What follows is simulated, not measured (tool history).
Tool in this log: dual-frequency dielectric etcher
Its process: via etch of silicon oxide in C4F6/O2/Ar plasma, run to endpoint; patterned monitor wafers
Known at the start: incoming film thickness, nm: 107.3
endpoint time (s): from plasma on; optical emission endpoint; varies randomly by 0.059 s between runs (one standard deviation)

| run | hour | bias power (kW) | source power (kW) | Ar flow (sccm) | endpoint time (s) |
|---|---|---|---|---|---|
| 1 | 0.0 | 0.532 | 0.390 | 327 | 23.766 |
| 2 | 2.2 | 0.612 | 0.390 | 327 | 21.971 |
| 3 | 3.3 | 0.646 | 0.400 | 325 | 21.090 |
| 4 | 9.6 | 0.732 | 0.400 | 325 | 19.657 |
| 5 | 14.7 | 0.732 | 0.370 | 325 | 20.535 |
| 6 | 23.1 | 0.745 | 0.370 | 325 | 20.318 |
| 7 | 26.6 | 0.745 | 0.390 | 323 | 19.776 |
| 8 | 29.8 | 0.745 | 0.400 | 322 | 19.330 |
| 9 | 34.1 | 0.745 | 0.400 | 322 | 19.524 |

Forecast run 10:
| 10 | 38.0 | 0.745 | 0.410 | 321 | ? |

Run 10 produced endpoint time (s) 19.109.

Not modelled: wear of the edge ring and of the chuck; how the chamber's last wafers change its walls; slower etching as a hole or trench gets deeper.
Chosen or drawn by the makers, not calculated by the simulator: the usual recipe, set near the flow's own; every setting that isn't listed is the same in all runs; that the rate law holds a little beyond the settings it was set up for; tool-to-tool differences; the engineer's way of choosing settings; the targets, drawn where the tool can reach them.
